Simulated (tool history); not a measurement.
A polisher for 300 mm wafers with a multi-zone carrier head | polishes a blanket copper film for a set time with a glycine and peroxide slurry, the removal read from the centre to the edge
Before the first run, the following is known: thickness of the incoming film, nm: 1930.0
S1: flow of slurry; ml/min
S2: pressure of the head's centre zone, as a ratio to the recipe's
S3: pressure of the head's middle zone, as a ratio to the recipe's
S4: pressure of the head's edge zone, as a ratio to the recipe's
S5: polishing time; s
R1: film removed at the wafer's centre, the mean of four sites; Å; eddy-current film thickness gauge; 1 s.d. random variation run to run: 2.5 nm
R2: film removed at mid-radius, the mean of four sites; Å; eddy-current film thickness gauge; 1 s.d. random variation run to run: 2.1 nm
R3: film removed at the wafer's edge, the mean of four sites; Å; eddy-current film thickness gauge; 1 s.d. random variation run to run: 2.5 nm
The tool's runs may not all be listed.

{"run": 1, "day": 0.0, "S1": 125, "S2": 1, "S3": 1, "S4": 1, "S5": 55, "R1": 2273.9, "R2": 2245.2, "R3": 2192.1}
{"run": 2, "day": 0.242, "S1": 140, "S2": 0.98, "S3": 1.05, "S4": 1.02, "S5": 55, "R1": 2318.7, "R2": 2345.2, "R3": 2273.8}
{"run": 3, "day": 0.417, "S1": 145, "S2": 0.94, "S3": 1.08, "S4": 0.98, "S5": 57, "R1": 2311.8, "R2": 2574.1, "R3": 2259.8}
{"run": 4, "day": 0.667, "S1": 145, "S2": 0.94, "S3": 1, "S4": 0.98, "S5": 57, "R1": 2330.4, "R2": 2377.8, "R3": 2260.4}
{"run": 5, "day": 0.988, "S1": 115, "S2": 0.94, "S3": 1, "S4": 0.98, "S5": 57, "R1": 2172.8, "R2": 2240.4, "R3": 2210.3}
{"run": 6, "day": 1.262, "S1": 135, "S2": 0.94, "S3": 1, "S4": 0.98, "S5": 57, "R1": 2255.9, "R2": 2333.4, "R3": 2282.9}
{"run": 7, "day": 1.492, "S1": 145, "S2": 0.92, "S3": 1.05, "S4": 0.99, "S5": 58, "R1": 2329.3, "R2": 2519.7, "R3": 2355.3}
{"run": 8, "day": 1.783, "S1": 155, "S2": 0.9, "S3": 1.08, "S4": 0.99, "S5": 58, "R1": 2300.2, "R2": 2650.6, "R3": 2387.5}

Run 9 comes next. What will it give?
{"run": 9, "day": 1.862, "S1": 165, "S2": 0.89, "S3": 1.1, "S4": 0.99, "S5": 58, "R1": "?", "R2": "?", "R3": "?"}

R1: 2314.1 Å
R2: 2695.8 Å
R3: 2400.7 Å

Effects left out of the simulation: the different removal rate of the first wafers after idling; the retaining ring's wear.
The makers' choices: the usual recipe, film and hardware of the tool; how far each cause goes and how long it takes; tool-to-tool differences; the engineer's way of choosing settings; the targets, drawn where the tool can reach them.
